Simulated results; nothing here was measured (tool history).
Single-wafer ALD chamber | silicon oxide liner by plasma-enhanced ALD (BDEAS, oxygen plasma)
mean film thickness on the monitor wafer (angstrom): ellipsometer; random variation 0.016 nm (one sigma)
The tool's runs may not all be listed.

run	hour	heater temperature setpoint (deg C)	number of ALD cycles (cycles)	mean film thickness on the monitor wafer (angstrom)
1	0	315	33	31.583
2	1.6	315	36	34.449
3	8.4	315	35	33.803
4	13.5	315	39	37.621
5	17.3	315	37	35.83
6	23.8	315	40	38.759

Forecast run 7:
7	25.3	316	38	?

mean film thickness on the monitor wafer (angstrom): 36.874

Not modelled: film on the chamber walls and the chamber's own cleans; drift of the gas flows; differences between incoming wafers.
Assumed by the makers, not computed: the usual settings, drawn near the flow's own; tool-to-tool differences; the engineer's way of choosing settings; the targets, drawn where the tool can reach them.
